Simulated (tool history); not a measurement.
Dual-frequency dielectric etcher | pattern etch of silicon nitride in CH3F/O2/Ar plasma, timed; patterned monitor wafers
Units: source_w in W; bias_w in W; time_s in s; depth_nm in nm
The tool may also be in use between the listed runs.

run 1 hour=0 | source_w=310 bias_w=60 time_s=38 | depth_nm=22.431
run 2 hour=7.7 | source_w=280 bias_w=56 time_s=37.5 | depth_nm=21.21
run 3 hour=10.6 | source_w=230 bias_w=56 time_s=37.5 | depth_nm=20.152
run 4 hour=13.1 | source_w=220 bias_w=53 time_s=37 | depth_nm=19.382
run 5 hour=21 | source_w=210 bias_w=51 time_s=37 | depth_nm=18.705
run 6 hour=24.4 | source_w=260 bias_w=51 time_s=37 | depth_nm=19.854

The next listed run, before its measurement:
run 7 hour=27 | source_w=240 bias_w=50 time_s=37 | depth_nm=?

depth_nm: 19.447 nm
